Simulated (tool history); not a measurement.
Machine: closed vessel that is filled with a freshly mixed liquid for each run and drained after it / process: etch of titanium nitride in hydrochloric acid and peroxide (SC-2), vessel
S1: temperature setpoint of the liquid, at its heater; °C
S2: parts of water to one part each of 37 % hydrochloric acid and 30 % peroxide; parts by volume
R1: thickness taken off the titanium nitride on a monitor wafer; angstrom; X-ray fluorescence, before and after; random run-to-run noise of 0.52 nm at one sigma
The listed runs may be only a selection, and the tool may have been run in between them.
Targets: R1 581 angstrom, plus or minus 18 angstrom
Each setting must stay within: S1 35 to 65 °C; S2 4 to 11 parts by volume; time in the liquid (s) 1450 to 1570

run 1 hour=0 | S1=49 S2=6 time_in_the_liquid_(s)=1450 | R1=321.26
run 2 hour=8.1 | S1=52 S2=6 time_in_the_liquid_(s)=1450 | R1=395.29
run 3 hour=15.6 | S1=54 S2=6 time_in_the_liquid_(s)=1450 | R1=452.53
run 4 hour=19.1 | S1=55.5 S2=6 time_in_the_liquid_(s)=1450 | R1=493.12
run 5 hour=24.9 | S1=56.5 S2=6 time_in_the_liquid_(s)=1450 | R1=529.25
run 6 hour=30.5 | S1=56.5 S2=4.5 time_in_the_liquid_(s)=1450 | R1=640.31
run 7 hour=38.9 | S1=56 S2=4.5 time_in_the_liquid_(s)=1450 | R1=629.96
run 8 hour=40 | S1=55.5 S2=4.5 time_in_the_liquid_(s)=1450 | R1=610.19

Of the 4 settings listed for the next run, only one would bring every result within its allowed miss of target. Which one?
run A hour=41.1 | S1=58 S2=6 time_in_the_liquid_(s)=1570 | R1=?
run B hour=41.1 | S1=53 S2=4 time_in_the_liquid_(s)=1520 | R1=?
run C hour=41.1 | S1=55 S2=4.5 time_in_the_liquid_(s)=1500 | R1=?
run D hour=41.1 | S1=54 S2=4 time_in_the_liquid_(s)=1570 | R1=?

move=A R1=620.73
move=B R1=580.49
move=C R1=602.27
move=D R1=640.02
A: misses by more than the last run did
B: every result lands within tolerance
C: closes in on the targets versus the last run, not all within tolerance yet
D: misses by more than the last run did
Correct choice: B, which meets every target

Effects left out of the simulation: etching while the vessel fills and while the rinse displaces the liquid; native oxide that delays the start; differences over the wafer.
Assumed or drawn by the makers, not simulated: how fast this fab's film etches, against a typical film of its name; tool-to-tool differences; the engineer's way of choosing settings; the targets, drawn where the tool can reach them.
